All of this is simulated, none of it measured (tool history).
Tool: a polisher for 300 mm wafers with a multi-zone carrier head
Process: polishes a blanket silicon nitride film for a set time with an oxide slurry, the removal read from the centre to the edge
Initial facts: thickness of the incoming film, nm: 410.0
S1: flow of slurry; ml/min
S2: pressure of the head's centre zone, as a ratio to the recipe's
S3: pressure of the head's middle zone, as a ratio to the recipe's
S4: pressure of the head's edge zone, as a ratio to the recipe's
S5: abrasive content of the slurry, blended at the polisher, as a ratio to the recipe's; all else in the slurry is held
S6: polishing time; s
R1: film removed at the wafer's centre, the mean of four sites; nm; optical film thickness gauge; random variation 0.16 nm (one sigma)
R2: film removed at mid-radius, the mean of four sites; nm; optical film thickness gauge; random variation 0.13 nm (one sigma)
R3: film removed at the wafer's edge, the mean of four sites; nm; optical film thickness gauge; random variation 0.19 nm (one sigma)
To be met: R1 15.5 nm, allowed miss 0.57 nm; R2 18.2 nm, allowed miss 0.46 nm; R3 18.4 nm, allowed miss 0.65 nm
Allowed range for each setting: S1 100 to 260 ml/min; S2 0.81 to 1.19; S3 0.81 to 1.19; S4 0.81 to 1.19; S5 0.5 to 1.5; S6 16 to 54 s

run,hour,S1,S2,S3,S4,S5,S6,R1,R2,R3
1,0,165,1,1,1,1,35,20.401,23.019,22.939
2,3.8,160,0.98,0.99,0.98,0.95,35,19.467,22.541,21.857
3,6,155,0.96,0.97,0.97,0.9,35,18.539,21.572,21.303
4,9.5,185,0.96,0.97,0.97,0.9,35,18.908,22.077,21.829
5,11.3,165,0.96,0.97,0.97,0.9,35,18.863,21.458,21.16
6,12.7,165,0.96,1.01,0.97,0.9,35,18.769,21.931,21.547
7,14.2,160,0.95,0.99,0.97,0.85,35,18.161,21.114,20.494
8,19.4,155,0.94,0.97,0.97,0.85,35,17.735,20.921,20.629
9,21.9,120,0.91,0.87,0.87,0.7,35,15.068,17.065,17.844
# hour 23.4: centre zone pressure recalibrated
10,23.4,125,0.91,0.88,0.87,0.7,35,16.745,17.538,18.019

Consider the 4 candidate settings below. Which is the only one whose results all fall within their allowed miss of target?
A,24.9,100,0.81,1.01,1.03,0.7,34,?,?,?
B,24.9,115,0.81,1.01,0.95,0.85,32,?,?,?
C,24.9,100,0.9,0.9,0.97,0.9,31,?,?,?
D,24.9,100,0.86,0.94,0.93,0.65,37,?,?,?

move,R1,R2,R3
A,14.153,18.226,18.473
B,14.775,18.976,18.408
C,15.901,16.911,18.182
D,15.848,18.217,18.597
A: carries the result that was furthest off beyond its target, to the other side
B: carries the result that was furthest off beyond its target, to the other side
C: meets the target for the result that was furthest off, but another lies outside its allowed miss
D: hits every target within its allowed miss
The right move is D.

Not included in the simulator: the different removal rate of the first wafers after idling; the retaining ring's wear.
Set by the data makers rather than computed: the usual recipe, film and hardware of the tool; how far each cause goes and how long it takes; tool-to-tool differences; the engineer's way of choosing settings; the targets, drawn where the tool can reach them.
